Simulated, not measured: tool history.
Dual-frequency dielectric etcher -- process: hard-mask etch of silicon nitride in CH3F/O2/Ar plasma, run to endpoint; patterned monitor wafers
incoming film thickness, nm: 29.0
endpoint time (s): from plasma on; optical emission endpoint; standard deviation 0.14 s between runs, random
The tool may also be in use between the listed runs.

{"run": 1, "day": 0.0, "source power (W)": 460, "bias power (W)": 54, "endpoint time (s)": 43.282}
{"run": 2, "day": 0.058, "source power (W)": 430, "bias power (W)": 54, "endpoint time (s)": 44.167}
{"run": 3, "day": 0.379, "source power (W)": 430, "bias power (W)": 49, "endpoint time (s)": 46.134}
{"run": 4, "day": 0.546, "source power (W)": 430, "bias power (W)": 54, "endpoint time (s)": 44.497}
{"run": 5, "day": 0.725, "source power (W)": 450, "bias power (W)": 55, "endpoint time (s)": 43.75}
{"run": 6, "day": 0.854, "source power (W)": 470, "bias power (W)": 56, "endpoint time (s)": 42.704}
{"run": 7, "day": 0.954, "source power (W)": 490, "bias power (W)": 57, "endpoint time (s)": 42.041}
{"run": 8, "day": 1.046, "source power (W)": 510, "bias power (W)": 58, "endpoint time (s)": 41.207}
{"run": 9, "day": 1.238, "source power (W)": 520, "bias power (W)": 58, "endpoint time (s)": 40.912}

Run 10, settings as shown, results not yet in. Your forecast:
{"run": 10, "day": 1.267, "source power (W)": 520, "bias power (W)": 58, "endpoint time (s)": "?"}

{"run 10": {"endpoint time (s)": 40.921}}
